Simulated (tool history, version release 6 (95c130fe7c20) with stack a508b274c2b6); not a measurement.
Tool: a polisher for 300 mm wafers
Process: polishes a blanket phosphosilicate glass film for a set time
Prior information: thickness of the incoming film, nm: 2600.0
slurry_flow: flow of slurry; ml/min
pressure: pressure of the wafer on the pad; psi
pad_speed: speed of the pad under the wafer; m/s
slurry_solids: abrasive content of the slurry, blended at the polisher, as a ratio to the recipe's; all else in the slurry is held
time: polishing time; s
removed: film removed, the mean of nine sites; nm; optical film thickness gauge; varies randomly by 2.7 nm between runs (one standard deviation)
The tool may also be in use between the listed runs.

run	day	slurry_flow	pressure	pad_speed	slurry_solids	time	removed
1	0.000	200	3.4	1.26	1.0	38	325.01
2	0.238	205	3.5	1.26	1.0	38	334.99
3	0.546	210	3.6	1.26	1.0	38	344.89
4	0.588	210	3.7	1.26	1.0	38	354.82
5	0.821	210	3.7	1.10	1.0	38	319.28
6	0.971	210	3.8	1.10	1.0	38	326.77
7	1.221	215	3.9	1.10	1.0	38	335.33
8	1.404	215	4.0	1.10	1.0	38	348.36
9	1.483	215	4.1	1.10	1.0	38	352.45

Run 10 comes next. What will it give?
10	1.825	220	4.2	1.10	1.0	38	?

Run 10 produced removed 363.99 nm.
